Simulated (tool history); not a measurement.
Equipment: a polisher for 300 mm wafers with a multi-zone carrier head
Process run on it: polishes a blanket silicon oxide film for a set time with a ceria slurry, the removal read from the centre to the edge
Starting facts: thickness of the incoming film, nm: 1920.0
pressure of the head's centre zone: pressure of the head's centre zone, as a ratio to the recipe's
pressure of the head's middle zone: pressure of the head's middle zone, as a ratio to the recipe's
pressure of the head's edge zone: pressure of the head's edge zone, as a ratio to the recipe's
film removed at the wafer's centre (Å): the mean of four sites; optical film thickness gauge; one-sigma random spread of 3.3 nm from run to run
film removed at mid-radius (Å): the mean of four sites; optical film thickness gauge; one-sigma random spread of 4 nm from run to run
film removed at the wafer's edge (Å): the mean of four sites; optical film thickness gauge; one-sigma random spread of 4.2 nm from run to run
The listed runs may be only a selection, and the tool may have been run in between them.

| run | hour | flow of slurry (ml/min) | pressure of the head's centre zone | pressure of the head's middle zone | pressure of the head's edge zone | polishing time (s) | film removed at the wafer's centre (Å) | film removed at mid-radius (Å) | film removed at the wafer's edge (Å) |
|---|---|---|---|---|---|---|---|---|---|
| 1 | 0 | 260 | 1 | 1 | 1 | 86 | 5263.6 | 5119.5 | 5067.2 |
| 2 | 3.6 | 260 | 0.93 | 1 | 1 | 86 | 4842.8 | 5086.2 | 4982.1 |
| 3 | 10.2 | 225 | 0.93 | 1 | 1 | 86 | 4783.9 | 4973 | 4963.6 |
| 4 | 11 | 220 | 0.92 | 1 | 1.02 | 86 | 4711.7 | 5016.7 | 4996 |
| 5 | 15.6 | 220 | 0.92 | 1 | 1.02 | 79 | 4283.9 | 4633.9 | 4609 |
| 6 | 19.6 | 230 | 0.92 | 1 | 1.05 | 79 | 4325.7 | 4534.4 | 4700.9 |
| 7 | 27.8 | 235 | 0.92 | 1.02 | 1.07 | 80 | 4436.1 | 4746.3 | 4824.1 |
| 8 | 28.5 | 240 | 0.92 | 1.03 | 1.09 | 80 | 4439.3 | 4772.9 | 4811.4 |

What will run 9 give?
| 9 | 36.1 | 240 | 0.91 | 1.03 | 1.1 | 81 | ? | ? | ? |

film removed at the wafer's centre (Å): 4372.7
film removed at mid-radius (Å): 4902.8
film removed at the wafer's edge (Å): 4899.3
